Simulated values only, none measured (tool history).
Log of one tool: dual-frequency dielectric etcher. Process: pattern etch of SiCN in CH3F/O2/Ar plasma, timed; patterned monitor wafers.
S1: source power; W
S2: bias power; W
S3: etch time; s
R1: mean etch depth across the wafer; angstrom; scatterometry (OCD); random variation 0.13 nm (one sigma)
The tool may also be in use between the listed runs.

Run 1, hour 0.0: S1 370 W, S2 62 W, S3 55 s. Result: R1 186.30 angstrom.
Run 2, hour 4.3: S1 370 W, S2 62 W, S3 51 s. Result: R1 174.35 angstrom.
Run 3, hour 12.0: S1 370 W, S2 62 W, S3 55 s. Result: R1 188.53 angstrom.
Run 4, hour 19.2: S1 370 W, S2 51 W, S3 55 s. Result: R1 179.01 angstrom.
Run 5, hour 21.7: S1 370 W, S2 43 W, S3 55 s. Result: R1 173.32 angstrom.
Run 6, hour 26.8: S1 390 W, S2 45 W, S3 55 s. Result: R1 181.12 angstrom.
Run 7, hour 29.4: S1 400 W, S2 45 W, S3 55 s. Result: R1 182.43 angstrom.
Run 8, hour 34.8: S1 410 W, S2 46 W, S3 55 s. Result: R1 186.03 angstrom.
Run 9, hour 38.3: S1 420 W, S2 46 W, S3 55 s. Result: R1 186.06 angstrom.

Run 10 comes next. What will it give?
Run 10, hour 47.1: S1 490 W, S2 59 W, S3 55 s. Result: R1 ?.

Run 10 gave R1 205.66 angstrom.
